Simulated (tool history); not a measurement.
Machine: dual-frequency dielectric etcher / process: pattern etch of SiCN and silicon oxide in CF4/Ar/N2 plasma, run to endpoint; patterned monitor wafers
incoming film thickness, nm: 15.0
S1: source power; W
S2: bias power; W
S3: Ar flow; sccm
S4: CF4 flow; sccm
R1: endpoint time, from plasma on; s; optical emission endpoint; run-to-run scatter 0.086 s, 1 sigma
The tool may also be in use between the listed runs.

run	hour	S1	S2	S3	S4	R1
1	0.0	580	85	74	62	11.388
2	7.3	580	85	74	54	11.698
3	15.4	580	73	74	54	12.336
4	18.4	520	72	74	54	14.159
5	20.7	520	85	74	54	13.203
6	26.1	480	85	74	54	14.536
# hour 28.2: bias power generator calibrated
7	28.2	410	84	74	54	18.006
8	29.9	410	84	74	54	17.997

Run 9 is up next; what results do you expect?
9	34.3	420	84	74	54	?

{"run 9": {"R1": 17.455}}
